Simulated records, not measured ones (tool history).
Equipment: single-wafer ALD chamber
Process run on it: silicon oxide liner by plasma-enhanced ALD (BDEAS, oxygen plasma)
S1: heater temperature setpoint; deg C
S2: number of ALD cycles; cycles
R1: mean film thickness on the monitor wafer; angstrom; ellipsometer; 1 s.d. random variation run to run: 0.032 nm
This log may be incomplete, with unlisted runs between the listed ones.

run 1 hour=0 | S1=310 S2=84 | R1=76.5
run 2 hour=7.4 | S1=318 S2=84 | R1=75.396
run 3 hour=11.5 | S1=319 S2=80 | R1=71.35
run 4 hour=18.1 | S1=319 S2=91 | R1=81.085
run 5 hour=25.8 | S1=321 S2=84 | R1=74.835
run 6 hour=34.8 | S1=322 S2=80 | R1=70.746
run 7 hour=40 | S1=324 S2=78 | R1=68.861
run 8 hour=41.2 | S1=325 S2=76 | R1=67.733

Run 9, settings as shown, results not yet in. Your forecast:
run 9 hour=45 | S1=325 S2=70 | R1=?

Run 9 measured R1 61.886 angstrom.
